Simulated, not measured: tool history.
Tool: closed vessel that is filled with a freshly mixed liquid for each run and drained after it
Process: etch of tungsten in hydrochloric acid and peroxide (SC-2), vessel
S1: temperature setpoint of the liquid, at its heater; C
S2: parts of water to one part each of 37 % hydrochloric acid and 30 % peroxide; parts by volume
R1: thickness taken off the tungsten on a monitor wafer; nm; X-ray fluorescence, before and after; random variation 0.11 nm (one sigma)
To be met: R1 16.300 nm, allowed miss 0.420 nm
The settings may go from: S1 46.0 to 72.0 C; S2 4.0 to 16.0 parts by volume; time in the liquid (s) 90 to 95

{"run": 1, "hour": 0.0, "S1": 62.0, "S2": 9.0, "time in the liquid (s)": 90, "R1": 40.801}
{"run": 2, "hour": 2.6, "S1": 62.0, "S2": 9.0, "time in the liquid (s)": 90, "R1": 40.762}
{"run": 3, "hour": 9.5, "S1": 58.5, "S2": 9.0, "time in the liquid (s)": 90, "R1": 33.07}
{"run": 4, "hour": 13.4, "S1": 52.5, "S2": 9.0, "time in the liquid (s)": 90, "R1": 22.269}
{"run": 5, "hour": 16.9, "S1": 52.5, "S2": 10.5, "time in the liquid (s)": 90, "R1": 19.565}
{"run": 6, "hour": 22.9, "S1": 52.0, "S2": 10.5, "time in the liquid (s)": 90, "R1": 19.078}
{"run": 7, "hour": 26.6, "S1": 51.5, "S2": 10.5, "time in the liquid (s)": 90, "R1": 18.174}
{"run": 8, "hour": 29.4, "S1": 51.0, "S2": 10.5, "time in the liquid (s)": 90, "R1": 17.708}
{"run": 9, "hour": 36.7, "S1": 50.5, "S2": 10.5, "time in the liquid (s)": 90, "R1": 17.234}

5 next moves are on the table. One of them brings every result within its allowed miss. Which?
{"run": "A", "hour": 44.0, "S1": 48.0, "S2": 10.5, "time in the liquid (s)": 95, "R1": "?"}
{"run": "B", "hour": 44.0, "S1": 47.0, "S2": 9.5, "time in the liquid (s)": 95, "R1": "?"}
{"run": "C", "hour": 44.0, "S1": 49.0, "S2": 11.5, "time in the liquid (s)": 95, "R1": "?"}
{"run": "D", "hour": 44.0, "S1": 50.0, "S2": 11.5, "time in the liquid (s)": 90, "R1": "?"}
{"run": "E", "hour": 44.0, "S1": 46.5, "S2": 8.0, "time in the liquid (s)": 90, "R1": "?"}

move=A R1=15.207
move=B R1=15.447
move=C R1=15.061
move=D R1=15.255
move=E R1=16.266
A: takes the result that was furthest off past its target
B: takes the result that was furthest off past its target
C: takes the result that was furthest off past its target
D: takes the result that was furthest off past its target
E: meets every target
Move E is the one to make.
